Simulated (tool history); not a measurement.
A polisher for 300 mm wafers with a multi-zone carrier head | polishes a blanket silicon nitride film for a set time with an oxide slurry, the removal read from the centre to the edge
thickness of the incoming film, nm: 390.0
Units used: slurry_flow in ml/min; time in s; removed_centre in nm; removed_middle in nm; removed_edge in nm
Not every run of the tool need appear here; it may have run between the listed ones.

Run 1, hour 0: slurry_flow 255 ml/min, centre_zone 1, middle_zone 1, edge_zone 1, slurry_solids 1, time 37 s. Result: removed_centre 30.863 nm, removed_middle 30.664 nm, removed_edge 29.867 nm.
Run 2, hour 3.4: slurry_flow 255 ml/min, centre_zone 1, middle_zone 1, edge_zone 1, slurry_solids 1.2, time 37 s. Result: removed_centre 33.381 nm, removed_middle 33.753 nm, removed_edge 32.96 nm.
Run 3, hour 6.7: slurry_flow 255 ml/min, centre_zone 1, middle_zone 1, edge_zone 1, slurry_solids 1.2, time 46 s. Result: removed_centre 41.236 nm, removed_middle 42.091 nm, removed_edge 40.524 nm.
Run 4, hour 7.7: slurry_flow 255 ml/min, centre_zone 1, middle_zone 1, edge_zone 1.06, slurry_solids 1.2, time 46 s. Result: removed_centre 40.608 nm, removed_middle 42.007 nm, removed_edge 41.509 nm.
Run 5, hour 16.4: slurry_flow 255 ml/min, centre_zone 1, middle_zone 1, edge_zone 1.1, slurry_solids 1.2, time 46 s. Result: removed_centre 40.755 nm, removed_middle 42.514 nm, removed_edge 41.745 nm.
Run 6, hour 25.2: slurry_flow 255 ml/min, centre_zone 1, middle_zone 1, edge_zone 1.1, slurry_solids 1.2, time 38 s. Result: removed_centre 33.481 nm, removed_middle 34.668 nm, removed_edge 34.228 nm.
Run 7, hour 33.5: slurry_flow 260 ml/min, centre_zone 1.05, middle_zone 0.99, edge_zone 1.08, slurry_solids 1.2, time 38 s. Result: removed_centre 35.167 nm, removed_middle 34.377 nm, removed_edge 34.735 nm.

The next listed run, before its measurement:
Run 8, hour 35.5: slurry_flow 260 ml/min, centre_zone 1.09, middle_zone 0.99, edge_zone 1.03, slurry_solids 1.15, time 38 s. Result: removed_centre ?, removed_middle ?, removed_edge ?.

{"run 8": {"removed_centre": 36.424, "removed_middle": 33.451, "removed_edge": 33.248}}
